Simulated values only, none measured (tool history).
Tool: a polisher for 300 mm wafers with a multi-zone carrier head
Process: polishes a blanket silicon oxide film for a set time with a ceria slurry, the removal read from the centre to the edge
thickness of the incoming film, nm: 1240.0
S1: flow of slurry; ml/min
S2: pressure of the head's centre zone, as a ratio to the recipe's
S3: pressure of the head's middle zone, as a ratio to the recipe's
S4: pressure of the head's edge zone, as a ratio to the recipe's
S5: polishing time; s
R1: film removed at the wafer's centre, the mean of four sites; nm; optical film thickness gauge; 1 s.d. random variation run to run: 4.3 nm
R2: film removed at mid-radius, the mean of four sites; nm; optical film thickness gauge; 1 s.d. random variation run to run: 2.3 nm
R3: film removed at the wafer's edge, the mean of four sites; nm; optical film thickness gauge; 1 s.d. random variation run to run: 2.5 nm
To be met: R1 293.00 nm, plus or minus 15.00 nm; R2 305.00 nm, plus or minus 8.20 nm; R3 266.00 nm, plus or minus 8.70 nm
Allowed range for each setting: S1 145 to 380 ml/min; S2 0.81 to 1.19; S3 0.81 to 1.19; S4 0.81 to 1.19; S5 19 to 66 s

run,day,S1,S2,S3,S4,S5,R1,R2,R3
1,0.000,245,1.00,1.00,1.00,42,222.56,217.61,221.57
2,0.021,250,1.01,1.02,1.00,43,224.89,225.82,224.97
3,0.108,255,1.02,1.03,1.00,44,231.03,239.34,233.81
4,0.221,255,1.02,0.98,1.00,44,232.04,226.52,234.04
5,0.358,255,1.02,0.93,1.00,44,236.10,213.24,237.26
6,0.679,255,1.02,0.93,1.00,51,272.24,253.50,272.26
7,0.742,260,1.03,0.94,0.99,51,272.27,254.92,271.71
8,1.108,305,1.12,1.04,0.89,52,313.51,286.91,266.93
9,1.254,305,1.11,1.05,0.89,52,303.22,286.34,266.82

Which of these 5 next moves meets every target?
A,1.400,270,1.19,1.11,0.88,53,?,?,?
B,1.400,325,1.13,1.06,0.81,51,?,?,?
C,1.400,265,1.03,1.08,0.83,55,?,?,?
D,1.400,265,0.95,0.99,0.96,54,?,?,?
E,1.400,330,0.85,1.13,0.88,56,?,?,?

move,R1,R2,R3
A,325.92,302.72,264.46
B,303.66,285.29,248.85
C,291.74,306.52,267.04
D,263.86,279.60,280.55
E,250.75,331.79,283.54
A: gets the furthest-off result to its target, but another result is out of tolerance
B: misses by more than the last run did
C: all results land within tolerance of their targets
D: misses by more than the last run did
E: takes the biggest miss from the last run beyond its target
Answer: C
